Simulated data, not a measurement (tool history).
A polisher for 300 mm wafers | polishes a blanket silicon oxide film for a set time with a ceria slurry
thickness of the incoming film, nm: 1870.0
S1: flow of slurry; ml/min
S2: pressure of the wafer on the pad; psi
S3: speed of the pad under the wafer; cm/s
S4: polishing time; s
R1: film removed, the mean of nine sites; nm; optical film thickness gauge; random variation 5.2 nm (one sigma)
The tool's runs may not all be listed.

{"run": 1, "hour": 0.0, "S1": 215, "S2": 3.4, "S3": 136, "S4": 86, "R1": 618.88}
{"run": 2, "hour": 8.7, "S1": 215, "S2": 3.4, "S3": 154, "S4": 86, "R1": 702.66}
{"run": 3, "hour": 16.1, "S1": 215, "S2": 3.8, "S3": 154, "S4": 86, "R1": 787.9}
{"run": 4, "hour": 17.6, "S1": 170, "S2": 3.8, "S3": 154, "S4": 86, "R1": 755.67}
{"run": 5, "hour": 19.0, "S1": 170, "S2": 3.8, "S3": 154, "S4": 90, "R1": 783.21}
{"run": 6, "hour": 22.9, "S1": 165, "S2": 3.8, "S3": 154, "S4": 90, "R1": 788.15}
{"run": 7, "hour": 28.8, "S1": 160, "S2": 3.8, "S3": 154, "S4": 90, "R1": 783.18}

Forecast run 8:
{"run": 8, "hour": 37.2, "S1": 155, "S2": 3.8, "S3": 154, "S4": 90, "R1": "?"}

Run 8 gave R1 782.67 nm.
